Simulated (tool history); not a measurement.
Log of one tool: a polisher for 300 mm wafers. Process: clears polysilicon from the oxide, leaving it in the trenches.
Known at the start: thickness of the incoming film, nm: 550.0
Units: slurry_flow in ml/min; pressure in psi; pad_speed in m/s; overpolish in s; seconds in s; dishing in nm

| run | hour | slurry_flow | pressure | pad_speed | overpolish | seconds | dishing |
|---|---|---|---|---|---|---|---|
| 1 | 0.0 | 225 | 3.4 | 0.76 | 24 | 42.671 | 59.019 |
| 2 | 2.9 | 225 | 3.4 | 0.76 | 30 | 42.687 | 61.009 |
| 3 | 4.9 | 225 | 3.0 | 0.76 | 30 | 47.680 | 58.659 |
| 4 | 13.0 | 255 | 2.7 | 0.86 | 25 | 47.775 | 58.071 |
| 5 | 20.9 | 255 | 2.7 | 0.86 | 30 | 48.678 | 60.226 |
| 6 | 23.6 | 230 | 2.9 | 0.84 | 25 | 46.904 | 61.119 |
| 7 | 25.3 | 230 | 2.9 | 0.84 | 25 | 47.979 | 58.846 |

The next listed run, before its measurement:
| 8 | 25.9 | 260 | 3.3 | 0.72 | 21 | ? | ? |

Run 8 gave seconds 47.322 s, dishing 57.244 nm.

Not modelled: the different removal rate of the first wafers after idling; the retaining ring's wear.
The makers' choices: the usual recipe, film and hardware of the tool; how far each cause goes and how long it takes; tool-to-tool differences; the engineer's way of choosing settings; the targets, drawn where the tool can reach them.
